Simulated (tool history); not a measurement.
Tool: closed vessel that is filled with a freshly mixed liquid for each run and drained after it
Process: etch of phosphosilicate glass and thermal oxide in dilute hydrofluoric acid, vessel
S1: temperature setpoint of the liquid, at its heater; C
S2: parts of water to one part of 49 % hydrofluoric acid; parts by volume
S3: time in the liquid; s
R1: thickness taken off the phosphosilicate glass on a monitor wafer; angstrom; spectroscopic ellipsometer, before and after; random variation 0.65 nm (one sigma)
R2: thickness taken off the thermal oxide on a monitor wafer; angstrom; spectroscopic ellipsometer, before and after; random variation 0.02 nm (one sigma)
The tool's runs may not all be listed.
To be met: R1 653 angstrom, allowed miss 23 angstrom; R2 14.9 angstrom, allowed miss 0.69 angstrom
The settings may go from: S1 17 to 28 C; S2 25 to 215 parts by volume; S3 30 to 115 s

run 1 hour=0 | S1=20 S2=120 S3=60 | R1=879.39 R2=20.22
run 2 hour=7.1 | S1=20 S2=120 S3=70 | R1=1011.8 R2=23.382
run 3 hour=12.8 | S1=21 S2=120 S3=70 | R1=1068 R2=24.208
run 4 hour=21.5 | S1=20.5 S2=130 S3=70 | R1=958.52 R2=21.798
run 5 hour=28.2 | S1=20.5 S2=130 S3=85 | R1=1159.7 R2=26.13
run 6 hour=31.2 | S1=20 S2=140 S3=85 | R1=1044.7 R2=23.974
run 7 hour=35.3 | S1=19.5 S2=150 S3=85 | R1=952.15 R2=21.372
run 8 hour=40.9 | S1=19 S2=155 S3=85 | R1=884.49 R2=20.359
run 9 hour=44.8 | S1=19 S2=160 S3=85 | R1=859.95 R2=19.58
run 10 hour=53.3 | S1=18.5 S2=165 S3=85 | R1=809.21 R2=18.709
run 11 hour=61 | S1=18.5 S2=170 S3=85 | R1=772.14 R2=18.303
run 12 hour=64.2 | S1=18.5 S2=175 S3=85 | R1=768.2 R2=17.688
run 13 hour=67.6 | S1=18.5 S2=180 S3=85 | R1=737.7 R2=16.589
run 14 hour=73.3 | S1=18 S2=180 S3=85 | R1=724.46 R2=16.542
run 15 hour=75.7 | S1=17.5 S2=185 S3=85 | R1=696.4 R2=15.746
run 16 hour=83.1 | S1=17.5 S2=185 S3=85 | R1=676.76 R2=15.578

Which of these 4 next moves meets every target?
run A hour=90.5 | S1=19 S2=190 S3=85 | R1=? R2=?
run B hour=90.5 | S1=17.5 S2=200 S3=90 | R1=? R2=?
run C hour=90.5 | S1=17.5 S2=170 S3=80 | R1=? R2=?
run D hour=90.5 | S1=18 S2=180 S3=85 | R1=? R2=?

move=A R1=705.31 R2=15.958
move=B R1=662.37 R2=14.987
move=C R1=712.52 R2=16.121
move=D R1=722.53 R2=16.348
A: further off than the last run
B: meets every target
C: further off than the last run
D: further off than the last run
Answer: B
